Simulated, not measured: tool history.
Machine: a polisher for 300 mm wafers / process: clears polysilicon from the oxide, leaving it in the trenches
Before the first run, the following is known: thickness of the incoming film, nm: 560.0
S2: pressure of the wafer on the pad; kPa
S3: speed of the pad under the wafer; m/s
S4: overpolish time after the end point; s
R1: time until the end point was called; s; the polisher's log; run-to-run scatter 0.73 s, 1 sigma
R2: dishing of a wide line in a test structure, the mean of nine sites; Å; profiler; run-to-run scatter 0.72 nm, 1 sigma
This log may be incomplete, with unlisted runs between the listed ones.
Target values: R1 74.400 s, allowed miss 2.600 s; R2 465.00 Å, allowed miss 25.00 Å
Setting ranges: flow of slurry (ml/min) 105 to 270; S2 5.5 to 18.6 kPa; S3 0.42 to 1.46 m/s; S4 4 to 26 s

run 1 day=0.000 | flow_of_slurry_(ml/min)=175 S2=11.7 S3=0.94 S4=13 | R1=51.320 R2=463.86
run 2 day=0.204 | flow_of_slurry_(ml/min)=175 S2=14.5 S3=0.94 S4=13 | R1=41.996 R2=486.21
run 3 day=0.475 | flow_of_slurry_(ml/min)=175 S2=11.7 S3=0.94 S4=13 | R1=51.260 R2=464.80
run 4 day=0.542 | flow_of_slurry_(ml/min)=175 S2=11.0 S3=0.94 S4=14 | R1=53.641 R2=474.13
run 5 day=0.725 | flow_of_slurry_(ml/min)=175 S2=10.3 S3=0.94 S4=14 | R1=56.937 R2=453.25
run 6 day=0.896 | flow_of_slurry_(ml/min)=175 S2=9.7 S3=0.94 S4=15 | R1=62.139 R2=473.74
run 7 day=1.183 | flow_of_slurry_(ml/min)=165 S2=7.6 S3=0.94 S4=15 | R1=78.817 R2=434.95
run 8 day=1.529 | flow_of_slurry_(ml/min)=170 S2=7.6 S3=0.94 S4=15 | R1=79.076 R2=417.68
run 9 day=1.629 | flow_of_slurry_(ml/min)=170 S2=7.6 S3=0.94 S4=16 | R1=77.284 R2=446.72
run 10 day=1.746 | flow_of_slurry_(ml/min)=175 S2=7.6 S3=0.94 S4=17 | R1=79.792 R2=446.13
run 11 day=1.988 | flow_of_slurry_(ml/min)=175 S2=9.0 S3=0.94 S4=18 | R1=67.821 R2=476.37
run 12 day=2.358 | flow_of_slurry_(ml/min)=170 S2=9.0 S3=0.94 S4=18 | R1=66.438 R2=470.33
run 13 day=2.688 | flow_of_slurry_(ml/min)=170 S2=7.6 S3=0.94 S4=19 | R1=79.217 R2=455.80
run 14 day=2.817 | flow_of_slurry_(ml/min)=175 S2=7.6 S3=0.94 S4=19 | R1=78.072 R2=459.86
-- day=2.867 head pressure recalibrated
run 15 day=2.867 | flow_of_slurry_(ml/min)=180 S2=7.6 S3=0.94 S4=19 | R1=84.395 R2=464.25
run 16 day=2.892 | flow_of_slurry_(ml/min)=180 S2=7.6 S3=0.94 S4=19 | R1=84.675 R2=450.53
run 17 day=2.979 | flow_of_slurry_(ml/min)=180 S2=7.6 S3=0.94 S4=19 | R1=85.864 R2=453.18
run 18 day=3.167 | flow_of_slurry_(ml/min)=195 S2=9.7 S3=0.94 S4=18 | R1=65.880 R2=465.21
run 19 day=3.254 | flow_of_slurry_(ml/min)=200 S2=9.7 S3=0.94 S4=19 | R1=65.500 R2=465.29
run 20 day=3.562 | flow_of_slurry_(ml/min)=200 S2=9.0 S3=0.94 S4=20 | R1=71.520 R2=472.49

4 next moves are on the table. One of them brings every result within its allowed miss. Which?
run A day=3.871 | flow_of_slurry_(ml/min)=215 S2=9.0 S3=1.00 S4=18 | R1=? R2=?
run B day=3.871 | flow_of_slurry_(ml/min)=195 S2=9.0 S3=0.98 S4=12 | R1=? R2=?
run C day=3.871 | flow_of_slurry_(ml/min)=185 S2=6.2 S3=1.30 S4=21 | R1=? R2=?
run D day=3.871 | flow_of_slurry_(ml/min)=215 S2=9.0 S3=0.94 S4=20 | R1=? R2=?

move=A R1=66.284 R2=478.58
move=B R1=68.508 R2=421.48
move=C R1=74.435 R2=482.17
move=D R1=70.388 R2=482.82
A: the biggest miss grows against the last run
B: the biggest miss grows against the last run
C: every result lands within tolerance
D: the biggest miss grows against the last run
C is the move that brings every result within its allowed miss.
